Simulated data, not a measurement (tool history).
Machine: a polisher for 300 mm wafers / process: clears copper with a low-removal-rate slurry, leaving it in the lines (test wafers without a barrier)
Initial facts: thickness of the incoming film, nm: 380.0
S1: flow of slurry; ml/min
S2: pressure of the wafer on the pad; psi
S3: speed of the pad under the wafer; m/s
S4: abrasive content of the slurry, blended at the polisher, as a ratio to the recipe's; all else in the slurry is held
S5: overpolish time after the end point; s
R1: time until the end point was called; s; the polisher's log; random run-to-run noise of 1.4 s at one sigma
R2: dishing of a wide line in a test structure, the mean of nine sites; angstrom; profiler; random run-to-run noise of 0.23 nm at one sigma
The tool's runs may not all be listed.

{"run": 1, "hour": 0.0, "S1": 305, "S2": 2.9, "S3": 0.88, "S4": 1, "S5": 30, "R1": 125.61, "R2": 615.88}
{"run": 2, "hour": 4.1, "S1": 310, "S2": 2.5, "S3": 0.92, "S4": 1, "S5": 24, "R1": 138.16, "R2": 468.83}
{"run": 3, "hour": 10.5, "S1": 355, "S2": 2.2, "S3": 0.96, "S4": 0.95, "S5": 20, "R1": 146.25, "R2": 377.72}
{"run": 4, "hour": 13.4, "S1": 355, "S2": 2.2, "S3": 0.88, "S4": 0.95, "S5": 20, "R1": 157.94, "R2": 345.4}
{"run": 5, "hour": 14.9, "S1": 390, "S2": 2.1, "S3": 0.88, "S4": 0.85, "S5": 17, "R1": 166.68, "R2": 289.06}
{"run": 6, "hour": 19.8, "S1": 390, "S2": 2.1, "S3": 1.02, "S4": 0.85, "S5": 17, "R1": 143.84, "R2": 326.83}

The next listed run, before its measurement:
{"run": 7, "hour": 23.3, "S1": 415, "S2": 1.9, "S3": 1.06, "S4": 0.75, "S5": 15, "R1": "?", "R2": "?"}

R1: 153.58 s
R2: 274.09 angstrom

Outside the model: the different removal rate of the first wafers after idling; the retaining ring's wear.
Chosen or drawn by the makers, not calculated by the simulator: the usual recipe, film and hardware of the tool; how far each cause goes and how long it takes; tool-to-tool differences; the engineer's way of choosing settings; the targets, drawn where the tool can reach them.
